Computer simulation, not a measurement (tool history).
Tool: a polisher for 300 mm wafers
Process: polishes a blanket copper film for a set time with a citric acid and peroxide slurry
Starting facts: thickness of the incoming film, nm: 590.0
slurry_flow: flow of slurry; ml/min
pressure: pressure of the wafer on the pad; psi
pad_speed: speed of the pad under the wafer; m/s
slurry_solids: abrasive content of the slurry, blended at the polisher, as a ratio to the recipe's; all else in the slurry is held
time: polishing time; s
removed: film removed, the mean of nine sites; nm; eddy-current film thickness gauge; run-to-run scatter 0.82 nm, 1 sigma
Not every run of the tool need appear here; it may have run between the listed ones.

Run 1, day 0.000: slurry_flow 220 ml/min, pressure 3.3 psi, pad_speed 1.24 m/s, slurry_solids 1.0, time 26 s. Result: removed 83.217 nm.
Run 2, day 0.329: slurry_flow 225 ml/min, pressure 3.6 psi, pad_speed 1.24 m/s, slurry_solids 1.0, time 26 s. Result: removed 89.591 nm.
Run 3, day 0.571: slurry_flow 225 ml/min, pressure 3.6 psi, pad_speed 1.52 m/s, slurry_solids 1.0, time 26 s. Result: removed 108.740 nm.
Run 4, day 0.917: slurry_flow 225 ml/min, pressure 3.6 psi, pad_speed 1.22 m/s, slurry_solids 1.0, time 26 s. Result: removed 87.800 nm.
Run 5, day 1.012: slurry_flow 225 ml/min, pressure 3.6 psi, pad_speed 1.22 m/s, slurry_solids 1.0, time 23 s. Result: removed 78.261 nm.
Run 6, day 1.117: slurry_flow 225 ml/min, pressure 3.9 psi, pad_speed 1.26 m/s, slurry_solids 1.0, time 23 s. Result: removed 88.524 nm.
Run 7, day 1.338: slurry_flow 225 ml/min, pressure 4.1 psi, pad_speed 1.28 m/s, slurry_solids 1.0, time 23 s. Result: removed 93.230 nm.
Run 8, day 1.633: slurry_flow 230 ml/min, pressure 4.3 psi, pad_speed 1.30 m/s, slurry_solids 1.0, time 23 s. Result: removed 98.675 nm.
Run 9, day 1.975: slurry_flow 230 ml/min, pressure 4.5 psi, pad_speed 1.34 m/s, slurry_solids 1.0, time 23 s. Result: removed 107.140 nm.
Run 10, day 2.150: slurry_flow 230 ml/min, pressure 4.6 psi, pad_speed 1.36 m/s, slurry_solids 1.0, time 23 s. Result: removed 111.850 nm.
Run 11, day 2.183: slurry_flow 230 ml/min, pressure 4.7 psi, pad_speed 1.38 m/s, slurry_solids 1.0, time 23 s. Result: removed 115.920 nm.
Run 12, day 2.429: slurry_flow 230 ml/min, pressure 4.8 psi, pad_speed 1.38 m/s, slurry_solids 1.0, time 23 s. Result: removed 117.490 nm.
Run 13, day 2.738: slurry_flow 235 ml/min, pressure 4.9 psi, pad_speed 1.40 m/s, slurry_solids 1.0, time 23 s. Result: removed 121.380 nm.
Run 14, day 2.796: slurry_flow 235 ml/min, pressure 5.0 psi, pad_speed 1.42 m/s, slurry_solids 1.0, time 23 s. Result: removed 124.140 nm.

The next listed run, before its measurement:
Run 15, day 2.904: slurry_flow 235 ml/min, pressure 5.0 psi, pad_speed 1.44 m/s, slurry_solids 1.0, time 23 s. Result: removed ?.

{"run 15": {"removed": 127.41}}
